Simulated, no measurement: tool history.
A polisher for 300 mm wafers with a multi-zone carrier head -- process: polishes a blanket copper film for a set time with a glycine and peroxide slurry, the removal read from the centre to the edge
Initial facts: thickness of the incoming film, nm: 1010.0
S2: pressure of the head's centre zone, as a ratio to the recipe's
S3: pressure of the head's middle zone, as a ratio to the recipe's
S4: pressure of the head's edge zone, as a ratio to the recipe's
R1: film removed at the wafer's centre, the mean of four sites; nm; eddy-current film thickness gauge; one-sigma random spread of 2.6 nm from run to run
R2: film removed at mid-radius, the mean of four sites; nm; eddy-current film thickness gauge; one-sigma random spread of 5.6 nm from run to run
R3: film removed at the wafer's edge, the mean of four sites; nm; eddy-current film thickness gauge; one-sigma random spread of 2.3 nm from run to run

{"run": 1, "hour": 0.0, "flow of slurry (ml/min)": 150, "S2": 1, "S3": 1, "S4": 1, "polishing time (s)": 42, "R1": 278.35, "R2": 289.21, "R3": 282.71}
{"run": 2, "hour": 5.5, "flow of slurry (ml/min)": 150, "S2": 1, "S3": 1.06, "S4": 1, "polishing time (s)": 42, "R1": 279.84, "R2": 297.8, "R3": 284.71}
{"run": 3, "hour": 11.6, "flow of slurry (ml/min)": 160, "S2": 1, "S3": 1.08, "S4": 0.99, "polishing time (s)": 44, "R1": 296.68, "R2": 320.86, "R3": 299.85}
{"run": 4, "hour": 17.1, "flow of slurry (ml/min)": 190, "S2": 1, "S3": 1.08, "S4": 0.99, "polishing time (s)": 44, "R1": 309.9, "R2": 327.03, "R3": 302.63}
{"run": 5, "hour": 24.0, "flow of slurry (ml/min)": 190, "S2": 1, "S3": 1.01, "S4": 0.99, "polishing time (s)": 44, "R1": 311.34, "R2": 310.47, "R3": 304.38}
{"run": 6, "hour": 30.1, "flow of slurry (ml/min)": 185, "S2": 1, "S3": 1.04, "S4": 0.98, "polishing time (s)": 46, "R1": 321.85, "R2": 330.66, "R3": 315.03}
{"run": 7, "hour": 32.6, "flow of slurry (ml/min)": 185, "S2": 1, "S3": 1.07, "S4": 0.98, "polishing time (s)": 47, "R1": 327.93, "R2": 353.9, "R3": 323.99}
{"run": 8, "hour": 39.1, "flow of slurry (ml/min)": 185, "S2": 1, "S3": 1.09, "S4": 0.99, "polishing time (s)": 48, "R1": 333.13, "R2": 361.64, "R3": 330.6}
{"run": 9, "hour": 46.4, "flow of slurry (ml/min)": 185, "S2": 1, "S3": 1.11, "S4": 0.99, "polishing time (s)": 49, "R1": 336.38, "R2": 373.7, "R3": 337.91}
{"run": 10, "hour": 52.9, "flow of slurry (ml/min)": 190, "S2": 1, "S3": 1.12, "S4": 0.99, "polishing time (s)": 50, "R1": 351.35, "R2": 382.74, "R3": 344.09}

Predict the results of run 11:
{"run": 11, "hour": 56.9, "flow of slurry (ml/min)": 190, "S2": 1, "S3": 1.13, "S4": 0.99, "polishing time (s)": 51, "R1": "?", "R2": "?", "R3": "?"}

Run 11 gave R1 358.73 nm, R2 402.05 nm, R3 349.99 nm.

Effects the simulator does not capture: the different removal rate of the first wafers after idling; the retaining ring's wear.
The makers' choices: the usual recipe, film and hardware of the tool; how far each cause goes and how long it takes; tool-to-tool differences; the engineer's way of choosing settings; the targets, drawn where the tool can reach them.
